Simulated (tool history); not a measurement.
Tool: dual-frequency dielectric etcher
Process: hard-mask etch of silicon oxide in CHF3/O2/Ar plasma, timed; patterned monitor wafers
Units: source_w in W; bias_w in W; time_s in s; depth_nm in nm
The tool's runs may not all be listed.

run,hour,source_w,bias_w,time_s,depth_nm
1,0.0,910,193,36.5,82.743
2,8.3,950,195,36.5,85.464
3,16.4,840,195,36.5,80.976
4,19.5,840,221,36.5,84.396
5,28.2,710,221,36.5,79.224
6,29.6,760,223,36.5,81.078
7,32.0,810,225,36.5,84.095

Forecast run 8:
8,35.5,840,226,36.5,?

depth_nm: 85.441 nm

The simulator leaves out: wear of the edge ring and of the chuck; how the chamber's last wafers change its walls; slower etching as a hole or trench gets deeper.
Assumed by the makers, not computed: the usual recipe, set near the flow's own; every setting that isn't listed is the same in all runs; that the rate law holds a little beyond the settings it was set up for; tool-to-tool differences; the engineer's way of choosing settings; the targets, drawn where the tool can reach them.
